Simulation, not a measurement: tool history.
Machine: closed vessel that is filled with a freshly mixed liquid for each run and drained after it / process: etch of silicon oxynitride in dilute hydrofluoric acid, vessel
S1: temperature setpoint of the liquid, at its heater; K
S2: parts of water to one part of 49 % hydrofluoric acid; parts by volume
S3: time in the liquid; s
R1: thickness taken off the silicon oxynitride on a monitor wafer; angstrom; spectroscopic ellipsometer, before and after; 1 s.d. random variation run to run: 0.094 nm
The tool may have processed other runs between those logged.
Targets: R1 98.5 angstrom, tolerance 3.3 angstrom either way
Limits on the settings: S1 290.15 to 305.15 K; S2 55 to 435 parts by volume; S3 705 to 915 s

run	hour	S1	S2	S3	R1
1	0	297.15	245	915	171.21
2	8.9	295.65	245	915	158.92
3	12.1	294.15	260	915	142.97
4	17.5	294.15	205	915	185.35
5	26.4	295.65	205	915	193.38
6	28	295.65	205	705	155.41
7	33.7	294.15	230	705	124.09
8	40.2	293.15	230	705	119.61
9	43.8	293.15	230	705	121.77
10	49.7	292.15	235	705	110.62
11	58.2	291.65	235	705	108
# hour 62.7: hydrofluoric acid flow meter replaced
12	62.7	290.15	245	705	85.201
13	66.9	290.65	245	705	89.187
14	75.8	291.15	245	705	91.343

Pick the move, out of 5, that brings all results within their allowed miss; only one does.
A	84.7	290.65	235	705	?
B	84.7	290.15	265	755	?
C	84.7	295.15	250	705	?
D	84.7	290.65	255	810	?
E	84.7	292.15	275	775	?

move	R1
A	92.794
B	84.632
C	106.12
D	97.126
E	91.247
A: nearer than the last run, and not there yet
B: lands further from the targets than the last run did
C: pushes the last run's worst result past its target
D: all results in spec
E: just as far off the targets as the last run
Answer: D

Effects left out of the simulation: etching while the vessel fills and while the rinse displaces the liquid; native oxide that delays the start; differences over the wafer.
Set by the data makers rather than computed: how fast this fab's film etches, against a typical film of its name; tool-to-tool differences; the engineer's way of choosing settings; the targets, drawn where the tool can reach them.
